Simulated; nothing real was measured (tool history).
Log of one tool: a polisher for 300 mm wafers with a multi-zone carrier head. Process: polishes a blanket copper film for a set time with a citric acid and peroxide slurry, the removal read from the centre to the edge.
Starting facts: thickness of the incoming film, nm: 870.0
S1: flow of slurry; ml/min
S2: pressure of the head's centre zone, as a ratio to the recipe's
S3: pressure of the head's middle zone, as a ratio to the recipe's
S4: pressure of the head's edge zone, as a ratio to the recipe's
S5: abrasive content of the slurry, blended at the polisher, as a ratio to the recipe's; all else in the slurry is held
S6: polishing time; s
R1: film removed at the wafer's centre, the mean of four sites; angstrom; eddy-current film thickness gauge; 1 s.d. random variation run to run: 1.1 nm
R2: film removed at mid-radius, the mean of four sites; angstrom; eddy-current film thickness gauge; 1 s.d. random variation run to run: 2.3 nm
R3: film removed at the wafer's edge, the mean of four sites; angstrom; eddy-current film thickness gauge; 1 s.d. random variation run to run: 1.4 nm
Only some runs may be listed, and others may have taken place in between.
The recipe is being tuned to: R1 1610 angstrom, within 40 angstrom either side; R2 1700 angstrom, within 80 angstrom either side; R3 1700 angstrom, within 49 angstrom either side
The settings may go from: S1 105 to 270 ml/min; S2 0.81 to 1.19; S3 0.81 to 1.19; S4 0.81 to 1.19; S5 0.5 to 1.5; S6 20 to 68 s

{"run": 1, "hour": 0.0, "S1": 175, "S2": 1, "S3": 1, "S4": 1, "S5": 1, "S6": 44, "R1": 1280.6, "R2": 1314, "R3": 1321.6}
{"run": 2, "hour": 3.6, "S1": 180, "S2": 1.01, "S3": 1.01, "S4": 1.02, "S5": 1.05, "S6": 44, "R1": 1303.4, "R2": 1362.1, "R3": 1370.6}
{"run": 3, "hour": 6.5, "S1": 180, "S2": 1.01, "S3": 1.01, "S4": 1.02, "S5": 0.95, "S6": 44, "R1": 1278.1, "R2": 1342.4, "R3": 1351.9}
{"run": 4, "hour": 10.4, "S1": 190, "S2": 1.03, "S3": 1.02, "S4": 1.04, "S5": 0.95, "S6": 44, "R1": 1319.5, "R2": 1348.1, "R3": 1366.5}
{"run": 5, "hour": 12.4, "S1": 195, "S2": 1.04, "S3": 1.03, "S4": 1.06, "S5": 1, "S6": 44, "R1": 1342.9, "R2": 1359.5, "R3": 1390.5}
{"run": 6, "hour": 14.1, "S1": 195, "S2": 1.04, "S3": 1.03, "S4": 1.06, "S5": 1, "S6": 52, "R1": 1596.2, "R2": 1639.5, "R3": 1623.8}
{"run": 7, "hour": 19.6, "S1": 195, "S2": 1.04, "S3": 1.03, "S4": 1.07, "S5": 1, "S6": 52, "R1": 1589.8, "R2": 1647.6, "R3": 1622.1}
{"run": 8, "hour": 27.6, "S1": 195, "S2": 1.04, "S3": 1.03, "S4": 1.08, "S5": 1, "S6": 52, "R1": 1573.5, "R2": 1654.2, "R3": 1649}

5 candidate next runs follow, results not yet known. Just one meets every target within its allowed miss. Identify it.
{"run": "A", "hour": 35.6, "S1": 185, "S2": 0.98, "S3": 1.05, "S4": 1.1, "S5": 0.95, "S6": 54, "R1": "?", "R2": "?", "R3": "?"}
{"run": "B", "hour": 35.6, "S1": 205, "S2": 0.97, "S3": 1.14, "S4": 1.15, "S5": 1, "S6": 55, "R1": "?", "R2": "?", "R3": "?"}
{"run": "C", "hour": 35.6, "S1": 235, "S2": 1, "S3": 1.03, "S4": 1.07, "S5": 1.5, "S6": 49, "R1": "?", "R2": "?", "R3": "?"}
{"run": "D", "hour": 35.6, "S1": 180, "S2": 1, "S3": 1.11, "S4": 1.04, "S5": 0.95, "S6": 56, "R1": "?", "R2": "?", "R3": "?"}
{"run": "E", "hour": 35.6, "S1": 180, "S2": 0.99, "S3": 1.04, "S4": 1.05, "S5": 1.2, "S6": 51, "R1": "?", "R2": "?", "R3": "?"}

move=A R1=1552.9 R2=1669.8 R3=1718.4
move=B R1=1610.8 R2=1868.6 R3=1823.8
move=C R1=1602.9 R2=1662.3 R3=1700.2
move=D R1=1628.7 R2=1807.5 R3=1725.7
move=E R1=1525.5 R2=1615.1 R3=1639.3
A: corrects the largest miss of the last run, while another result sits out of spec
B: takes the biggest miss from the last run beyond its target
C: hits every target within its allowed miss
D: corrects the largest miss of the last run, while another result sits out of spec
E: moves away from the targets compared with the last run
C meets every target.
